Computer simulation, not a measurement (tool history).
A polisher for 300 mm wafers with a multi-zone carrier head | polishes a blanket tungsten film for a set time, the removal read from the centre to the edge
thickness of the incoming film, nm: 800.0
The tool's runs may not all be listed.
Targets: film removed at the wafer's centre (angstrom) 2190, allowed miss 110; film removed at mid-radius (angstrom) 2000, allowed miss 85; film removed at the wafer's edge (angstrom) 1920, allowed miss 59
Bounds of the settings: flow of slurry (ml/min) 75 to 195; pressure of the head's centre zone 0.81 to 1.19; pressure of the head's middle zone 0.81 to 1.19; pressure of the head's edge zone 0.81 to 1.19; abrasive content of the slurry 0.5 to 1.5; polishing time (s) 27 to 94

run    day  flow of slurry (ml/min)  pressure of the head's centre zone  pressure of the head's middle zone  pressure of the head's edge zone  abrasive content of the slurry  polishing time (s)  film removed at the wafer's centre (angstrom)  film removed at mid-radius (angstrom)  film removed at the wafer's edge (angstrom)
  1      0                      125                                   1                                   1                                 1                               1                  60                                         2881.7                                 2757.2                                       2983.6
  2  0.254                      125                                0.94                                   1                                 1                               1                  60                                         2661.2                                 2805.2                                       2917.5
  3  0.521                      125                                0.94                                   1                                 1                               1                  54                                         2291.7                                   2523                                       2660.4
  4  0.783                      125                                0.98                                1.02                              0.96                             0.9                  52                                         2343.3                                 2428.7                                       2460.2
  5  1.025                      120                                0.99                                1.02                              0.93                             0.8                  51                                         2308.1                                 2299.4                                       2315.2
  6  1.062                      140                                0.99                                1.02                              0.93                             0.8                  51                                         2322.2                                 2369.4                                         2379
     1.333  -- edge zone pressure recalibrated
  7  1.333                      130                                   1                                1.02                               0.9                            0.75                  51                                         2298.3                                 2320.2                                       2214.6
  8  1.417                      125                                   1                                   1                              0.89                            0.75                  51                                           2260                                 2239.8                                       2153.1

Which of these 5 next moves meets every target?
  A  1.5                      100                                1.12                                1.04                              0.92                            0.55                  49                                              ?                                      ?                                            ?
  B  1.5                      135                                   1                                0.86                              1.19                            0.65                  49                                              ?                                      ?                                            ?
  C  1.5                      130                                0.81                                1.07                              0.93                            0.85                  57                                              ?                                      ?                                            ?
  D  1.5                      135                                1.11                                0.86                              1.07                             0.6                  48                                              ?                                      ?                                            ?
  E  1.5                      100                                   1                                 0.9                              0.88                            0.65                  52                                              ?                                      ?                                            ?

move  film removed at the wafer's centre (angstrom)  film removed at mid-radius (angstrom)  film removed at the wafer's edge (angstrom)
   A                                         2214.7                                 2035.3                                       1921.7
   B                                         2174.5                                 1903.1                                         2346
   C                                           2132                                 2764.4                                       2514.7
   D                                         2334.4                                 1838.4                                         2147
   E                                           2154                                 1972.8                                       2058.5
A: meets every target
B: further off than the last run
C: further off than the last run
D: as far off as the last run
E: nearer than the last run, and not there yet
The right move is A.
